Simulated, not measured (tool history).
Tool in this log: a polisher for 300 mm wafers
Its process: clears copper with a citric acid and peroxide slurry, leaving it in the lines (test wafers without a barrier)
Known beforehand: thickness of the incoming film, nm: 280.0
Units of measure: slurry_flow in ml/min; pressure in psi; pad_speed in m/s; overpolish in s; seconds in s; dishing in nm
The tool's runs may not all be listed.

run  hour  slurry_flow  pressure  pad_speed  slurry_solids  overpolish  seconds  dishing
  1   0.0          175       2.7       1.04            1.0           9   133.53   13.914
  2   9.0          170       2.5       1.04            1.0          10   144.24   14.569
  3   9.9          125       2.5       1.04            1.0          10   146.34   13.398
  4  16.2          125       2.5       1.04            0.9          10   153.39   12.787
  5  21.6          125       2.3       1.04            0.9          11   161.32   13.843
  6  30.4          125       2.3       1.04            0.9          12   162.53   14.942
  7  38.4          125       2.2       1.04            0.9          12   167.02   15.004
  8  44.3          125       2.1       1.04            0.9          12   170.16   14.417
  9  49.4          125       2.0       1.04            0.9          12   175.32   13.633

Estimate the outcome of run 10 from the log above:
 10  53.8          125       1.9       1.04            0.9          12        ?        ?

seconds: 182.61 s
dishing: 13.598 nm

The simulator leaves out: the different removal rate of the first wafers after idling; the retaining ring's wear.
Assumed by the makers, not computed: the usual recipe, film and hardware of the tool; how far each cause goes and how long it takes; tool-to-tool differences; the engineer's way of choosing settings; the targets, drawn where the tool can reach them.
